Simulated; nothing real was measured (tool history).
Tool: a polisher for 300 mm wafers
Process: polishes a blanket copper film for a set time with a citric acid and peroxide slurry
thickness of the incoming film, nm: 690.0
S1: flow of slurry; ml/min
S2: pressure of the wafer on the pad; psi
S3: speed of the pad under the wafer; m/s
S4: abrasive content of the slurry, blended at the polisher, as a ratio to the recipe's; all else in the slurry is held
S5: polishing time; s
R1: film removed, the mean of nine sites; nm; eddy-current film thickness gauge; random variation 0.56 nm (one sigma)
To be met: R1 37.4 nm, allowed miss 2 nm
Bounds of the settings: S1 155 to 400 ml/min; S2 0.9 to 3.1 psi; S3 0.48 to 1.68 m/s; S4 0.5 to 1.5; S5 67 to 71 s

run,hour,S1,S2,S3,S4,S5,R1
1,0,255,2,1.08,1,67,113.72
2,7.2,255,2,1.08,1.2,67,119.03
3,13.2,255,2,1.08,1.1,67,116.36
4,16.1,255,2,1.08,0.95,67,113.74
5,23,250,1.8,0.98,0.95,67,92.224
6,30.7,250,1.8,0.98,1.1,67,97.598
7,32,225,1.2,0.68,0.9,67,46.28
8,35.3,225,1.1,0.68,0.9,67,43.732
9,43.5,225,1,0.66,0.9,67,39.937

Which of these 4 next moves meets every target?
A,51.7,180,1.3,0.48,1,67,?
B,51.7,225,1.2,0.62,0.7,71,?
C,51.7,195,0.9,0.78,0.75,68,?
D,51.7,195,1.3,0.54,1.05,69,?

move,R1
A,37.563
B,44.358
C,41.413
D,43.721
A: meets every target
B: further off than the last run
C: further off than the last run
D: further off than the last run
Move A is the one to make.

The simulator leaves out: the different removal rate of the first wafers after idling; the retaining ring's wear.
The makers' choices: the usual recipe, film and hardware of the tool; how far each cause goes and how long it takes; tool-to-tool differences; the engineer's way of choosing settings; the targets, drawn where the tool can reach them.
